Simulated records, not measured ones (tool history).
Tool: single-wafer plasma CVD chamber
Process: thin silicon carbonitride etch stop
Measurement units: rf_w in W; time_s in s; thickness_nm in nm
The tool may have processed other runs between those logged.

run,day,rf_w,time_s,thickness_nm
1,0.000,210,12.3,6.4349
2,0.288,215,12.6,6.6175
3,0.588,220,12.9,6.8347
4,0.646,205,12.9,6.6888
5,0.775,210,13.2,6.9062
6,1.025,230,13.2,7.0734
7,1.138,230,13.4,7.1622

Predict the results of run 8:
8,1.375,230,13.6,?

thickness_nm: 7.2999 nm
